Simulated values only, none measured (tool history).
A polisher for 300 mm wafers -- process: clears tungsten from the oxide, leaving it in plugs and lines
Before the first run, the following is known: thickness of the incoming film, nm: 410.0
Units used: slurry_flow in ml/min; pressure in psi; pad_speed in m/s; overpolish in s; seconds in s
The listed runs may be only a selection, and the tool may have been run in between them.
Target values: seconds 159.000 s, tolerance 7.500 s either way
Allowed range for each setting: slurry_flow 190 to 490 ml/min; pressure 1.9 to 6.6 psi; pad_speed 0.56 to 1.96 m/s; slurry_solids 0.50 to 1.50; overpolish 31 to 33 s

{"run": 1, "hour": 0.0, "slurry_flow": 315, "pressure": 4.2, "pad_speed": 1.26, "slurry_solids": 1.0, "overpolish": 31, "seconds": 85.803}
{"run": 2, "hour": 0.9, "slurry_flow": 315, "pressure": 3.5, "pad_speed": 1.22, "slurry_solids": 1.0, "overpolish": 31, "seconds": 103.71}
{"run": 3, "hour": 8.2, "slurry_flow": 315, "pressure": 3.5, "pad_speed": 1.0, "slurry_solids": 1.0, "overpolish": 31, "seconds": 124.25}
{"run": 4, "hour": 12.6, "slurry_flow": 315, "pressure": 3.5, "pad_speed": 1.0, "slurry_solids": 1.0, "overpolish": 31, "seconds": 124.67}
{"run": 5, "hour": 19.8, "slurry_flow": 315, "pressure": 3.2, "pad_speed": 1.0, "slurry_solids": 1.0, "overpolish": 31, "seconds": 133.43}
{"run": 6, "hour": 28.1, "slurry_flow": 315, "pressure": 2.2, "pad_speed": 1.0, "slurry_solids": 1.0, "overpolish": 31, "seconds": 177.66}
{"run": 7, "hour": 37.0, "slurry_flow": 315, "pressure": 2.3, "pad_speed": 1.0, "slurry_solids": 1.0, "overpolish": 31, "seconds": 173.18}
{"run": 8, "hour": 37.8, "slurry_flow": 315, "pressure": 2.4, "pad_speed": 1.0, "slurry_solids": 1.0, "overpolish": 31, "seconds": 167.03}

4 next moves are on the table. One of them brings every result within its allowed miss. Which?
{"run": "A", "hour": 38.6, "slurry_flow": 400, "pressure": 3.0, "pad_speed": 0.76, "slurry_solids": 1.05, "overpolish": 33, "seconds": "?"}
{"run": "B", "hour": 38.6, "slurry_flow": 310, "pressure": 1.9, "pad_speed": 1.34, "slurry_solids": 0.85, "overpolish": 31, "seconds": "?"}
{"run": "C", "hour": 38.6, "slurry_flow": 435, "pressure": 2.0, "pad_speed": 1.06, "slurry_solids": 0.85, "overpolish": 31, "seconds": "?"}
{"run": "D", "hour": 38.6, "slurry_flow": 310, "pressure": 2.4, "pad_speed": 0.94, "slurry_solids": 0.9, "overpolish": 32, "seconds": "?"}

move=A seconds=173.320
move=B seconds=151.970
move=C seconds=178.980
move=D seconds=178.080
A: lands further from the targets than the last run did
B: every result lands within tolerance
C: lands further from the targets than the last run did
D: lands further from the targets than the last run did
Answer: B
